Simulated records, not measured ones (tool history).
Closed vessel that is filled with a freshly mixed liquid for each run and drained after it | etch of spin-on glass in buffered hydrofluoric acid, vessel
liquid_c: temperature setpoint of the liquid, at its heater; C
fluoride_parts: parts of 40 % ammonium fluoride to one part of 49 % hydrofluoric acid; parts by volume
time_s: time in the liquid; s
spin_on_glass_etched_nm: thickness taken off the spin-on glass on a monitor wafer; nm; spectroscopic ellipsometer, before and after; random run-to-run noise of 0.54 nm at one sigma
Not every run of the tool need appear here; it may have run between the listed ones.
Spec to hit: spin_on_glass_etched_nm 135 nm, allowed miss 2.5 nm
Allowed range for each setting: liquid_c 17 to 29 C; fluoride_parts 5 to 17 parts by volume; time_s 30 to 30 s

| run | day | liquid_c | fluoride_parts | time_s | spin_on_glass_etched_nm |
|---|---|---|---|---|---|
| 1 | 0 | 21 | 10.5 | 30 | 75.269 |
| 2 | 0.125 | 19 | 10.5 | 30 | 67.053 |
| 3 | 0.275 | 17 | 10.5 | 30 | 59.945 |
| 4 | 0.579 | 17 | 8 | 30 | 76.64 |
| 5 | 0.779 | 17 | 8 | 30 | 76.249 |
| 6 | 0.917 | 17 | 9 | 30 | 67.198 |
| 7 | 1.112 | 20 | 9 | 30 | 79.006 |
| 8 | 1.454 | 24 | 8 | 30 | 113.62 |
| 9 | 1.671 | 25 | 8 | 30 | 118.06 |
| 10 | 1.925 | 25.5 | 8 | 30 | 121.91 |

Exercise: of the 4 proposed moves below, exactly one satisfies all targets within the stated allowed misses. Which move is it?
| A | 2.179 | 22.5 | 7 | 30 | ? |
| B | 2.179 | 25 | 7.5 | 30 | ? |
| C | 2.179 | 25.5 | 7 | 30 | ? |
| D | 2.179 | 27.5 | 8 | 30 | ? |

| move | spin_on_glass_etched_nm |
|---|---|
| A | 120.07 |
| B | 127.74 |
| C | 141.38 |
| D | 136.24 |
A: further off than the last run
B: nearer the targets than the last run, but a result is still out of spec
C: takes the biggest miss from the last run beyond its target
D: every result within its allowed miss
The move that meets every target is D.
